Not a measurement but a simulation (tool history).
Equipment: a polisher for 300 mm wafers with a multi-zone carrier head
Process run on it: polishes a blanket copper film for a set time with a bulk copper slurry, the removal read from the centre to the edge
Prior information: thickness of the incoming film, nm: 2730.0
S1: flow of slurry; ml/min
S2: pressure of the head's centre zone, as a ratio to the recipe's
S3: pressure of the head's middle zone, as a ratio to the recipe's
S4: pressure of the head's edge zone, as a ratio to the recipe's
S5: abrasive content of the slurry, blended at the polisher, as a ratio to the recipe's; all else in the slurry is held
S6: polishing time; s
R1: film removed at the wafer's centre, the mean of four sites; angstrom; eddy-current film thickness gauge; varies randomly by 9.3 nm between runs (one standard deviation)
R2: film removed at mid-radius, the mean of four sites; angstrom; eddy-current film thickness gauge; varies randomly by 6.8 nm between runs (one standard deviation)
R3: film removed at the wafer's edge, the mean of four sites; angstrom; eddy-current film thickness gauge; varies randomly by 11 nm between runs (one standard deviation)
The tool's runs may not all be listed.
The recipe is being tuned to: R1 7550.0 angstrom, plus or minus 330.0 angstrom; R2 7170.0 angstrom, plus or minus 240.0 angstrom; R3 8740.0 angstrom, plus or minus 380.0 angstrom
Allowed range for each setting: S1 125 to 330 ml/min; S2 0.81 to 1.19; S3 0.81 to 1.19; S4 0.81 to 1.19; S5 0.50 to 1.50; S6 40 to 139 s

| run | hour | S1 | S2 | S3 | S4 | S5 | S6 | R1 | R2 | R3 |
|---|---|---|---|---|---|---|---|---|---|---|
| 1 | 0.0 | 210 | 1.00 | 1.00 | 1.00 | 1.00 | 89 | 9163.6 | 9513.3 | 9971.2 |
| 2 | 2.9 | 210 | 1.00 | 1.00 | 1.05 | 1.00 | 89 | 9346.3 | 9627.4 | 9833.0 |
| 3 | 4.0 | 210 | 1.00 | 1.00 | 1.05 | 0.80 | 89 | 8745.5 | 8968.1 | 9351.8 |
| 4 | 5.6 | 210 | 1.00 | 1.05 | 1.05 | 0.80 | 89 | 8741.4 | 9393.3 | 9296.0 |
|  | 8.2 | centre zone pressure recalibrated |
| 5 | 8.2 | 200 | 0.98 | 0.99 | 1.05 | 0.75 | 89 | 8813.5 | 8652.0 | 9312.9 |
| 6 | 8.8 | 200 | 0.93 | 0.97 | 1.05 | 0.70 | 87 | 8178.7 | 8305.8 | 8792.2 |
| 7 | 9.8 | 185 | 0.89 | 0.93 | 1.08 | 0.70 | 86 | 7627.0 | 7885.0 | 8955.4 |
| 8 | 14.0 | 180 | 0.89 | 0.91 | 1.08 | 0.70 | 86 | 7554.1 | 7602.9 | 8846.0 |

Which one of the following 5 next-run settings gets every result inside its allowed miss? There is exactly one.
| A | 18.2 | 190 | 0.93 | 1.01 | 1.17 | 1.00 | 74 | ? | ? | ? |
| B | 18.2 | 175 | 0.85 | 0.89 | 1.09 | 0.60 | 85 | ? | ? | ? |
| C | 18.2 | 165 | 0.92 | 0.87 | 1.10 | 0.75 | 84 | ? | ? | ? |
| D | 18.2 | 180 | 0.91 | 0.91 | 1.07 | 0.75 | 89 | ? | ? | ? |
| E | 18.2 | 195 | 0.89 | 0.96 | 0.97 | 0.55 | 92 | ? | ? | ? |

| move | R1 | R2 | R3 |
|---|---|---|---|
| A | 7546.0 | 8017.5 | 8749.1 |
| B | 6970.3 | 7134.8 | 8388.9 |
| C | 7650.2 | 7263.1 | 8773.6 |
| D | 8192.8 | 8121.0 | 9274.0 |
| E | 7780.6 | 8183.1 | 8481.1 |
A: lands further from the targets than the last run did
B: puts the biggest miss on target and leaves a different result outside tolerance
C: meets every target
D: lands further from the targets than the last run did
E: lands further from the targets than the last run did
Correct choice: C, which meets every target

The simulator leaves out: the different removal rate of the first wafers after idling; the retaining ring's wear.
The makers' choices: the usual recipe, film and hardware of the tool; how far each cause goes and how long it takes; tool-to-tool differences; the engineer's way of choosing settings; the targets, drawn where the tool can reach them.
